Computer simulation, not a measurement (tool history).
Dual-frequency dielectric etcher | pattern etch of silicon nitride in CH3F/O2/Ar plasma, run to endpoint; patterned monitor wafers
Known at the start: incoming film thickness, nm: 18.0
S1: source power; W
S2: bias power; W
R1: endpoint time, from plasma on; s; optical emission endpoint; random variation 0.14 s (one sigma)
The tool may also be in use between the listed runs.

| run | hour | S1 | S2 | R1 |
|---|---|---|---|---|
| 1 | 0 | 500 | 80 | 25.015 |
| 2 | 6 | 480 | 78 | 25.589 |
| 3 | 11.8 | 480 | 65 | 27.831 |
| 4 | 15.4 | 480 | 75 | 26.08 |
| 5 | 18 | 460 | 74 | 26.728 |
| 6 | 22.4 | 530 | 74 | 25.266 |
| 7 | 30.1 | 510 | 73 | 25.741 |
| 8 | 31.7 | 490 | 72 | 26.363 |

The next listed run, before its measurement:
| 9 | 39 | 390 | 64 | ? |

Run 9 gave R1 30.169 s.

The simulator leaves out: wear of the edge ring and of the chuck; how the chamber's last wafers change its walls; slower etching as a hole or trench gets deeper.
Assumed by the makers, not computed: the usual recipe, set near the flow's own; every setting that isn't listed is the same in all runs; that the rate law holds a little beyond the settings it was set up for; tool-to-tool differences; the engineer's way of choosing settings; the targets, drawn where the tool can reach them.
